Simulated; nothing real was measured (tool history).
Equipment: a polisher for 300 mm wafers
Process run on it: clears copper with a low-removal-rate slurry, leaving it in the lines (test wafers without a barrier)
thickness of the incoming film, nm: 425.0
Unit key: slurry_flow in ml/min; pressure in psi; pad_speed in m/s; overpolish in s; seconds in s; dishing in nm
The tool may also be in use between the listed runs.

{"run": 1, "hour": 0.0, "slurry_flow": 310, "pressure": 3.1, "pad_speed": 1.34, "slurry_solids": 1, "overpolish": 10, "seconds": 95.262, "dishing": 30.706}
{"run": 2, "hour": 4.9, "slurry_flow": 310, "pressure": 2.7, "pad_speed": 1.28, "slurry_solids": 1, "overpolish": 10, "seconds": 113.76, "dishing": 25.784}
{"run": 3, "hour": 10.9, "slurry_flow": 340, "pressure": 2.7, "pad_speed": 1.28, "slurry_solids": 1, "overpolish": 10, "seconds": 111.33, "dishing": 26.349}
{"run": 4, "hour": 11.6, "slurry_flow": 340, "pressure": 3.4, "pad_speed": 1.28, "slurry_solids": 1, "overpolish": 10, "seconds": 88.581, "dishing": 31.79}
{"run": 5, "hour": 16.6, "slurry_flow": 340, "pressure": 3.4, "pad_speed": 1.58, "slurry_solids": 1, "overpolish": 10, "seconds": 73.024, "dishing": 38.042}
{"run": 6, "hour": 24.2, "slurry_flow": 340, "pressure": 3.4, "pad_speed": 1.58, "slurry_solids": 0.9, "overpolish": 10, "seconds": 76.388, "dishing": 37.073}
{"run": 7, "hour": 26.2, "slurry_flow": 340, "pressure": 3.4, "pad_speed": 1.58, "slurry_solids": 0.9, "overpolish": 10, "seconds": 76.894, "dishing": 37.304}

Estimate the outcome of run 8 from the log above:
{"hour": 34.4, "done": "slurry blender recalibrated"}
{"run": 8, "hour": 34.4, "slurry_flow": 330, "pressure": 2.5, "pad_speed": 1.22, "slurry_solids": 0.85, "overpolish": 11, "seconds": "?", "dishing": "?"}

For run 8 the tool returned seconds 125.83 s, dishing 26.132 nm.

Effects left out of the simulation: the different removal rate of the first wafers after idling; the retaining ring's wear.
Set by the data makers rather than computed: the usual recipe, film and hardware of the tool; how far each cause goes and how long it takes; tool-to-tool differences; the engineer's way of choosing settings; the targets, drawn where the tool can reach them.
